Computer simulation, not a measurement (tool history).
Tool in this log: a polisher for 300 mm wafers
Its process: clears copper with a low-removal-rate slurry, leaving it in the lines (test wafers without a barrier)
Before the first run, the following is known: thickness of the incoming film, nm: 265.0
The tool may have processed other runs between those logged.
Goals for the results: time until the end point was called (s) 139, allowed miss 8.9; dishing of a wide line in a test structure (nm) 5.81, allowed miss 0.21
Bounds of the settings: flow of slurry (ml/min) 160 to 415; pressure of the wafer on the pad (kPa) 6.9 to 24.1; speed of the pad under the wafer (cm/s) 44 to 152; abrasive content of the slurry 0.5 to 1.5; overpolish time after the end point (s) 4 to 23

| run | hour | flow of slurry (ml/min) | pressure of the wafer on the pad (kPa) | speed of the pad under the wafer (cm/s) | abrasive content of the slurry | overpolish time after the end point (s) | time until the end point was called (s) | dishing of a wide line in a test structure (nm) |
|---|---|---|---|---|---|---|---|---|
| 1 | 0 | 265 | 15.2 | 98 | 1 | 12 | 147.15 | 16.191 |
| 2 | 7.9 | 265 | 15.2 | 98 | 0.85 | 12 | 152.22 | 15.296 |
| 3 | 15.5 | 265 | 15.2 | 98 | 0.8 | 11 | 159.64 | 13.732 |
| 4 | 24 | 265 | 15.2 | 106 | 0.8 | 11 | 142.41 | 14.548 |
| 5 | 29.5 | 215 | 15.2 | 106 | 0.8 | 11 | 153.28 | 14.381 |
| 6 | 37.2 | 215 | 15.2 | 88 | 0.8 | 11 | 175.71 | 12.17 |
| 7 | 42.4 | 240 | 15.9 | 84 | 0.75 | 10 | 178.83 | 11.072 |
| 8 | 47.5 | 260 | 15.9 | 84 | 0.7 | 9 | 181.23 | 9.9203 |
| 9 | 49.4 | 280 | 15.9 | 84 | 0.7 | 8 | 187.09 | 8.8757 |
| 10 | 55.9 | 295 | 15.9 | 84 | 0.7 | 8 | 180.75 | 8.8062 |
| 11 | 59.4 | 310 | 15.9 | 84 | 0.7 | 8 | 182.55 | 8.9483 |
|  | 62.8 | head pressure recalibrated |
| 12 | 62.8 | 320 | 15.9 | 84 | 0.7 | 8 | 162.19 | 9.5789 |
| 13 | 65 | 330 | 15.9 | 84 | 0.7 | 8 | 165.48 | 9.3916 |
| 14 | 71.8 | 340 | 15.9 | 84 | 0.7 | 8 | 167.85 | 9.515 |

Next run, 4 choices. One meets every target within its allowed miss, the rest don't. Which?
| A | 78.6 | 335 | 15.2 | 64 | 0.7 | 7 | ? | ? |
| B | 78.6 | 375 | 17.2 | 100 | 0.6 | 4 | ? | ? |
| C | 78.6 | 315 | 11.7 | 116 | 0.5 | 18 | ? | ? |
| D | 78.6 | 285 | 15.2 | 68 | 0.75 | 20 | ? | ? |

| move | time until the end point was called (s) | dishing of a wide line in a test structure (nm) |
|---|---|---|
| A | 221.01 | 6.13 |
| B | 133.88 | 5.7949 |
| C | 186.16 | 17.836 |
| D | 206.37 | 18.013 |
A: better than the last run, though not everything is in spec
B: each result inside its tolerance
C: further off than the last run
D: further off than the last run
So the answer is move B, the one that meets all the targets.
